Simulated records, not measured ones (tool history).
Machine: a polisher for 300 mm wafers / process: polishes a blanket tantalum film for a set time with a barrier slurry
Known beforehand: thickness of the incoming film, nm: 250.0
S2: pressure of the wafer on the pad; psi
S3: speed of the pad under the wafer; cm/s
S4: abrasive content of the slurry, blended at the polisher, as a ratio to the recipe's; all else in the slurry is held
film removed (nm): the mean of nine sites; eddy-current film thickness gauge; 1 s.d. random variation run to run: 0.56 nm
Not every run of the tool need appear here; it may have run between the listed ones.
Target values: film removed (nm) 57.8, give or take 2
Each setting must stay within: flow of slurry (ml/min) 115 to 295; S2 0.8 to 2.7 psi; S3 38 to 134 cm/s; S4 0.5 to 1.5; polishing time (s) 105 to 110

{"run": 1, "hour": 0.0, "flow of slurry (ml/min)": 190, "S2": 1.7, "S3": 86, "S4": 1, "polishing time (s)": 105, "film removed (nm)": 132.14}
{"run": 2, "hour": 4.9, "flow of slurry (ml/min)": 190, "S2": 1.5, "S3": 82, "S4": 1, "polishing time (s)": 105, "film removed (nm)": 113.39}
{"run": 3, "hour": 12.7, "flow of slurry (ml/min)": 215, "S2": 1.5, "S3": 82, "S4": 1, "polishing time (s)": 105, "film removed (nm)": 115.86}
{"run": 4, "hour": 18.5, "flow of slurry (ml/min)": 210, "S2": 1.4, "S3": 78, "S4": 1, "polishing time (s)": 105, "film removed (nm)": 104.89}
{"run": 5, "hour": 22.0, "flow of slurry (ml/min)": 205, "S2": 1.3, "S3": 74, "S4": 1, "polishing time (s)": 105, "film removed (nm)": 94.103}
{"run": 6, "hour": 23.6, "flow of slurry (ml/min)": 205, "S2": 1.3, "S3": 74, "S4": 1.15, "polishing time (s)": 105, "film removed (nm)": 98.193}
{"run": 7, "hour": 27.5, "flow of slurry (ml/min)": 200, "S2": 1.2, "S3": 70, "S4": 1.15, "polishing time (s)": 105, "film removed (nm)": 86.214}
{"run": 8, "hour": 29.9, "flow of slurry (ml/min)": 175, "S2": 0.8, "S3": 58, "S4": 1.15, "polishing time (s)": 105, "film removed (nm)": 51.602}
{"run": 9, "hour": 35.3, "flow of slurry (ml/min)": 185, "S2": 0.8, "S3": 58, "S4": 1.15, "polishing time (s)": 105, "film removed (nm)": 51.93}
{"run": 10, "hour": 42.1, "flow of slurry (ml/min)": 185, "S2": 0.8, "S3": 58, "S4": 1.15, "polishing time (s)": 105, "film removed (nm)": 51.461}
{"hour": 48.1, "done": "head pressure recalibrated"}
{"run": 11, "hour": 48.1, "flow of slurry (ml/min)": 195, "S2": 0.8, "S3": 58, "S4": 1.15, "polishing time (s)": 105, "film removed (nm)": 47.903}
{"run": 12, "hour": 55.8, "flow of slurry (ml/min)": 185, "S2": 0.8, "S3": 58, "S4": 1.15, "polishing time (s)": 105, "film removed (nm)": 46.289}

Exactly one of the 4 candidate moves below puts every result within its allowed miss. Which one?
{"run": "A", "hour": 63.5, "flow of slurry (ml/min)": 195, "S2": 1, "S3": 54, "S4": 1.1, "polishing time (s)": 110, "film removed (nm)": "?"}
{"run": "B", "hour": 63.5, "flow of slurry (ml/min)": 190, "S2": 1, "S3": 60, "S4": 1.15, "polishing time (s)": 109, "film removed (nm)": "?"}
{"run": "C", "hour": 63.5, "flow of slurry (ml/min)": 170, "S2": 0.9, "S3": 76, "S4": 0.95, "polishing time (s)": 110, "film removed (nm)": "?"}
{"run": "D", "hour": 63.5, "flow of slurry (ml/min)": 155, "S2": 1.2, "S3": 50, "S4": 1.05, "polishing time (s)": 110, "film removed (nm)": "?"}

move=A film_removed_(nm)=58.731
move=B film_removed_(nm)=62.419
move=C film_removed_(nm)=61.626
move=D film_removed_(nm)=63.56
A: hits every target within its allowed miss
B: takes the biggest miss from the last run beyond its target
C: takes the biggest miss from the last run beyond its target
D: takes the biggest miss from the last run beyond its target
So the answer is move A, the one that meets all the targets.
